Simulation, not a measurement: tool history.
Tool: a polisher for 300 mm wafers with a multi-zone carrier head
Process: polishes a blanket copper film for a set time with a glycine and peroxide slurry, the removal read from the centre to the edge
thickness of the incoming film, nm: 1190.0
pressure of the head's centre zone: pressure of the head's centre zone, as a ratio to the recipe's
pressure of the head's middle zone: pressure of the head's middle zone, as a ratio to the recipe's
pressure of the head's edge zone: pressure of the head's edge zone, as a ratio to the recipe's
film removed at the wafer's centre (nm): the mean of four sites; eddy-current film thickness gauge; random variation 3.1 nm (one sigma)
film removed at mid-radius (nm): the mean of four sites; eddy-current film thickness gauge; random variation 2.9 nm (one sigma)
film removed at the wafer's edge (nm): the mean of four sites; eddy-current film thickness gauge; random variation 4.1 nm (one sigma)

run,day,flow of slurry (ml/min),pressure of the head's centre zone,pressure of the head's middle zone,pressure of the head's edge zone,polishing time (s),film removed at the wafer's centre (nm),film removed at mid-radius (nm),film removed at the wafer's edge (nm)
1,0.000,280,1.00,1.00,1.00,71,255.35,258.12,262.18
2,0.254,280,1.00,1.00,1.00,61,221.08,225.35,224.28
3,0.579,280,1.00,1.00,1.05,61,222.03,223.58,232.00
4,0.733,280,0.92,1.00,1.05,61,206.94,220.21,233.87
5,0.829,285,0.95,1.00,1.06,63,218.59,229.32,237.01
6,0.862,285,0.98,1.00,1.06,63,223.05,229.45,233.92

Forecast run 7:
7,1.225,285,0.99,0.99,1.06,66,?,?,?

{"run 7": {"film removed at the wafer's centre (nm)": 240.43, "film removed at mid-radius (nm)": 237.86, "film removed at the wafer's edge (nm)": 254.65}}
